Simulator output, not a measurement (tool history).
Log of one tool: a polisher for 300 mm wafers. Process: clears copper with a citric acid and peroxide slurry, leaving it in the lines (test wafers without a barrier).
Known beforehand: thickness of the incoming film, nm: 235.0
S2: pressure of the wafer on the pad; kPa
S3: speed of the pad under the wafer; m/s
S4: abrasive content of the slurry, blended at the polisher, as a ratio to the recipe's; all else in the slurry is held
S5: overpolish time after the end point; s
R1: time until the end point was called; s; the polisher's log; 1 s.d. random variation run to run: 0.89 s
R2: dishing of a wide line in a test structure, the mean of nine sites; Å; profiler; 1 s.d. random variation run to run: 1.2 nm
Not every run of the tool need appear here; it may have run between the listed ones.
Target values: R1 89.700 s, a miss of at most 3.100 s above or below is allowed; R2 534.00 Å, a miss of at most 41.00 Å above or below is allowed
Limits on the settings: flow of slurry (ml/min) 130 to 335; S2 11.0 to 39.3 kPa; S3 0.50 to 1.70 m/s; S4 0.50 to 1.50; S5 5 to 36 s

{"run": 1, "hour": 0.0, "flow of slurry (ml/min)": 215, "S2": 24.8, "S3": 1.1, "S4": 1.0, "S5": 18, "R1": 66.322, "R2": 488.42}
{"run": 2, "hour": 0.7, "flow of slurry (ml/min)": 265, "S2": 24.8, "S3": 1.1, "S4": 1.0, "S5": 18, "R1": 66.059, "R2": 496.45}
{"run": 3, "hour": 6.2, "flow of slurry (ml/min)": 265, "S2": 23.4, "S3": 1.1, "S4": 1.0, "S5": 19, "R1": 70.018, "R2": 489.22}
{"run": 4, "hour": 8.5, "flow of slurry (ml/min)": 315, "S2": 23.4, "S3": 1.1, "S4": 1.0, "S5": 19, "R1": 67.627, "R2": 498.41}
{"run": 5, "hour": 14.4, "flow of slurry (ml/min)": 315, "S2": 23.4, "S3": 1.1, "S4": 1.0, "S5": 22, "R1": 67.494, "R2": 559.21}
{"run": 6, "hour": 20.2, "flow of slurry (ml/min)": 290, "S2": 23.4, "S3": 1.1, "S4": 1.0, "S5": 22, "R1": 67.837, "R2": 539.76}
{"run": 7, "hour": 24.5, "flow of slurry (ml/min)": 290, "S2": 22.1, "S3": 1.1, "S4": 1.0, "S5": 24, "R1": 72.696, "R2": 563.18}
{"run": 8, "hour": 31.8, "flow of slurry (ml/min)": 290, "S2": 21.4, "S3": 1.1, "S4": 1.0, "S5": 25, "R1": 75.969, "R2": 571.05}
{"run": 9, "hour": 33.4, "flow of slurry (ml/min)": 285, "S2": 20.7, "S3": 1.1, "S4": 1.0, "S5": 25, "R1": 78.568, "R2": 560.18}
{"run": 10, "hour": 41.5, "flow of slurry (ml/min)": 280, "S2": 20.0, "S3": 1.1, "S4": 1.0, "S5": 25, "R1": 81.665, "R2": 552.46}
{"run": 11, "hour": 48.5, "flow of slurry (ml/min)": 275, "S2": 20.0, "S3": 1.1, "S4": 1.0, "S5": 25, "R1": 80.635, "R2": 525.18}
{"run": 12, "hour": 53.6, "flow of slurry (ml/min)": 275, "S2": 19.3, "S3": 1.1, "S4": 1.0, "S5": 26, "R1": 84.074, "R2": 539.6}

5 next moves are on the table. One of them brings every result within its allowed miss. Which?
{"run": "A", "hour": 58.7, "flow of slurry (ml/min)": 305, "S2": 15.9, "S3": 1.4, "S4": 1.1, "S5": 26, "R1": "?", "R2": "?"}
{"run": "B", "hour": 58.7, "flow of slurry (ml/min)": 270, "S2": 16.5, "S3": 1.18, "S4": 1.15, "S5": 28, "R1": "?", "R2": "?"}
{"run": "C", "hour": 58.7, "flow of slurry (ml/min)": 315, "S2": 24.1, "S3": 0.88, "S4": 1.1, "S5": 25, "R1": "?", "R2": "?"}
{"run": "D", "hour": 58.7, "flow of slurry (ml/min)": 270, "S2": 17.2, "S3": 1.14, "S4": 1.0, "S5": 22, "R1": "?", "R2": "?"}
{"run": "E", "hour": 58.7, "flow of slurry (ml/min)": 275, "S2": 18.6, "S3": 1.16, "S4": 0.95, "S5": 26, "R1": "?", "R2": "?"}

move=A R1=81.724 R2=561.73
move=B R1=89.999 R2=553.32
move=C R1=77.094 R2=587.24
move=D R1=90.857 R2=447.49
move=E R1=83.791 R2=556.54
A: moves away from the targets compared with the last run
B: every result within its allowed miss
C: moves away from the targets compared with the last run
D: puts the biggest miss on target and leaves a different result outside tolerance
E: moves away from the targets compared with the last run
B is the move that brings every result within its allowed miss.
